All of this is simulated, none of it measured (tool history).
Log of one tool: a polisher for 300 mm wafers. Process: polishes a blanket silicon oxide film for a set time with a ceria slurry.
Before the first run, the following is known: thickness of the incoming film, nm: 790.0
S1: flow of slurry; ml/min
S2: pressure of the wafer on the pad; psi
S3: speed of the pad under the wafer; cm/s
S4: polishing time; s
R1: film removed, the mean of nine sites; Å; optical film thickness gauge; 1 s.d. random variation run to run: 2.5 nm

run 1 day=0.000 | S1=125 S2=3.6 S3=128 S4=44 | R1=2623.8
run 2 day=0.133 | S1=125 S2=4.2 S3=128 S4=44 | R1=2966.7
run 3 day=0.450 | S1=125 S2=4.0 S3=128 S4=44 | R1=2874.2
run 4 day=0.612 | S1=125 S2=4.4 S3=128 S4=44 | R1=3136.7
run 5 day=0.679 | S1=125 S2=4.2 S3=128 S4=44 | R1=3014.3
run 6 day=0.721 | S1=125 S2=4.2 S3=128 S4=44 | R1=3015.8
run 7 day=0.771 | S1=110 S2=3.2 S3=124 S4=44 | R1=2343.9
run 8 day=0.967 | S1=110 S2=3.2 S3=124 S4=44 | R1=2284.8

Run 9, settings as shown, results not yet in. Your forecast:
run 9 day=1.271 | S1=110 S2=3.1 S3=124 S4=44 | R1=?

R1: 2237.0 Å
